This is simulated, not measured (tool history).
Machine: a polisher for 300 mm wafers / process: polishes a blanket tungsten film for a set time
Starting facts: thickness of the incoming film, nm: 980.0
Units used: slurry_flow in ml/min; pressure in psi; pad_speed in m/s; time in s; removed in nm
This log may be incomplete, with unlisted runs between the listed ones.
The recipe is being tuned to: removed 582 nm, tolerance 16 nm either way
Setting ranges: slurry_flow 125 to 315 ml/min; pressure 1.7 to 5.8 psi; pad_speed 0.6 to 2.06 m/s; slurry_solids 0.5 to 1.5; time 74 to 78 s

Run 1, hour 0: slurry_flow 205 ml/min, pressure 3.7 psi, pad_speed 1.32 m/s, slurry_solids 1, time 74 s. Result: removed 376.79 nm.
Run 2, hour 5.4: slurry_flow 210 ml/min, pressure 4 psi, pad_speed 1.32 m/s, slurry_solids 1, time 74 s. Result: removed 411.71 nm.
Run 3, hour 6.8: slurry_flow 215 ml/min, pressure 4.2 psi, pad_speed 1.32 m/s, slurry_solids 1, time 74 s. Result: removed 433.08 nm.
Run 4, hour 13: slurry_flow 215 ml/min, pressure 4.4 psi, pad_speed 1.32 m/s, slurry_solids 1, time 74 s. Result: removed 457.42 nm.
Run 5, hour 20: slurry_flow 180 ml/min, pressure 4.4 psi, pad_speed 1.32 m/s, slurry_solids 1, time 74 s. Result: removed 448.01 nm.
Run 6, hour 27.9: slurry_flow 180 ml/min, pressure 4.4 psi, pad_speed 1.32 m/s, slurry_solids 1.05, time 74 s. Result: removed 452.82 nm.
Run 7, hour 34.4: slurry_flow 185 ml/min, pressure 4.6 psi, pad_speed 1.32 m/s, slurry_solids 1.05, time 74 s. Result: removed 482.58 nm.
Run 8, hour 35.2: slurry_flow 225 ml/min, pressure 5.3 psi, pad_speed 1.32 m/s, slurry_solids 1.05, time 74 s. Result: removed 558.79 nm.

Pick the move, out of 5, that brings all results within their allowed miss; only one does.
Run A, hour 36: slurry_flow 200 ml/min, pressure 4.5 psi, pad_speed 1.42 m/s, slurry_solids 1.15, time 74 s. Result: removed ?.
Run B, hour 36: slurry_flow 220 ml/min, pressure 5.4 psi, pad_speed 1.24 m/s, slurry_solids 1, time 77 s. Result: removed ?.
Run C, hour 36: slurry_flow 275 ml/min, pressure 5.8 psi, pad_speed 1.22 m/s, slurry_solids 0.9, time 78 s. Result: removed ?.
Run D, hour 36: slurry_flow 235 ml/min, pressure 5.1 psi, pad_speed 1.26 m/s, slurry_solids 1.05, time 75 s. Result: removed ?.
Run E, hour 36: slurry_flow 225 ml/min, pressure 5.4 psi, pad_speed 1.26 m/s, slurry_solids 0.95, time 74 s. Result: removed ?.

move  removed
   A   513.29
   B   543.62
   C   576.74
   D   519.36
   E   524.06
A: further off than the last run
B: further off than the last run
C: each result inside its tolerance
D: further off than the last run
E: further off than the last run
The move that meets every target is C.
